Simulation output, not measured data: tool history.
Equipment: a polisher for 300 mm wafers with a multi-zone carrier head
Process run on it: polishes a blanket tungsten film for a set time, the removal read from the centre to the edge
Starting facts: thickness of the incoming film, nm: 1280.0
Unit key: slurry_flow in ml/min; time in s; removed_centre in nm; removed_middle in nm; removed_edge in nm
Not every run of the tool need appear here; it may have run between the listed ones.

{"run": 1, "hour": 0.0, "slurry_flow": 175, "centre_zone": 1, "middle_zone": 1, "edge_zone": 1, "slurry_solids": 1, "time": 40, "removed_centre": 165.06, "removed_middle": 172.06, "removed_edge": 173.58}
{"run": 2, "hour": 8.4, "slurry_flow": 175, "centre_zone": 0.99, "middle_zone": 1, "edge_zone": 1.05, "slurry_solids": 1.15, "time": 42, "removed_centre": 177.76, "removed_middle": 193.18, "removed_edge": 196.59}
{"run": 3, "hour": 14.5, "slurry_flow": 185, "centre_zone": 0.99, "middle_zone": 0.99, "edge_zone": 1.09, "slurry_solids": 1.25, "time": 42, "removed_centre": 185.9, "removed_middle": 198.62, "removed_edge": 206.77}
{"run": 4, "hour": 15.2, "slurry_flow": 190, "centre_zone": 0.98, "middle_zone": 0.98, "edge_zone": 1.12, "slurry_solids": 1.3, "time": 43, "removed_centre": 191.32, "removed_middle": 197.37, "removed_edge": 222.11}
{"run": 5, "hour": 22.8, "slurry_flow": 200, "centre_zone": 0.98, "middle_zone": 1, "edge_zone": 1.14, "slurry_solids": 1.35, "time": 43, "removed_centre": 193.88, "removed_middle": 212.81, "removed_edge": 229.64}
{"run": 6, "hour": 25.6, "slurry_flow": 210, "centre_zone": 0.99, "middle_zone": 1, "edge_zone": 1.15, "slurry_solids": 1.35, "time": 43, "removed_centre": 200.25, "removed_middle": 207.94, "removed_edge": 227}

Expected results for the next run?
{"run": 7, "hour": 33.5, "slurry_flow": 210, "centre_zone": 0.99, "middle_zone": 1.01, "edge_zone": 1.16, "slurry_solids": 1.4, "time": 43, "removed_centre": "?", "removed_middle": "?", "removed_edge": "?"}

{"run 7": {"removed_centre": 199.66, "removed_middle": 213.41, "removed_edge": 230.12}}
